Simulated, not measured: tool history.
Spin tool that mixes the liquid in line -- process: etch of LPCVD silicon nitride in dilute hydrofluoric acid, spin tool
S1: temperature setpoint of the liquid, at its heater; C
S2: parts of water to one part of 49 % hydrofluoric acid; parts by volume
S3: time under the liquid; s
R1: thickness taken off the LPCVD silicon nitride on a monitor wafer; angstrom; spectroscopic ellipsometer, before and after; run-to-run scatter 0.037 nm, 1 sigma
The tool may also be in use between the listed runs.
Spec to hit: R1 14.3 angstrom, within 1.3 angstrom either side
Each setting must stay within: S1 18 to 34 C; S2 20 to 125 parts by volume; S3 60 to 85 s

{"run": 1, "hour": 0.0, "S1": 26, "S2": 70, "S3": 85, "R1": 8.3225}
{"run": 2, "hour": 1.2, "S1": 26, "S2": 70, "S3": 85, "R1": 8.4824}
{"run": 3, "hour": 9.8, "S1": 23.5, "S2": 70, "S3": 85, "R1": 6.8938}
{"run": 4, "hour": 14.2, "S1": 20.5, "S2": 70, "S3": 85, "R1": 5.8462}
{"run": 5, "hour": 16.7, "S1": 23.5, "S2": 70, "S3": 85, "R1": 6.9031}
{"run": 6, "hour": 20.3, "S1": 24.5, "S2": 70, "S3": 85, "R1": 7.2637}
{"run": 7, "hour": 22.8, "S1": 25.5, "S2": 70, "S3": 85, "R1": 8.0425}
{"run": 8, "hour": 25.0, "S1": 26.5, "S2": 70, "S3": 85, "R1": 8.7633}

5 next moves are on the table. One of them brings every result within its allowed miss. Which?
{"run": "A", "hour": 27.2, "S1": 27, "S2": 45, "S3": 85, "R1": "?"}
{"run": "B", "hour": 27.2, "S1": 27.5, "S2": 60, "S3": 85, "R1": "?"}
{"run": "C", "hour": 27.2, "S1": 26, "S2": 35, "S3": 85, "R1": "?"}
{"run": "D", "hour": 27.2, "S1": 28.5, "S2": 35, "S3": 85, "R1": "?"}
{"run": "E", "hour": 27.2, "S1": 29, "S2": 40, "S3": 85, "R1": "?"}

move=A R1=13.869
move=B R1=10.803
move=C R1=16.576
move=D R1=19.574
move=E R1=17.755
A: all results in spec
B: nearer the targets than the last run, but a result is still out of spec
C: pushes the last run's worst result past its target
D: pushes the last run's worst result past its target
E: pushes the last run's worst result past its target
Correct choice: A, which meets every target
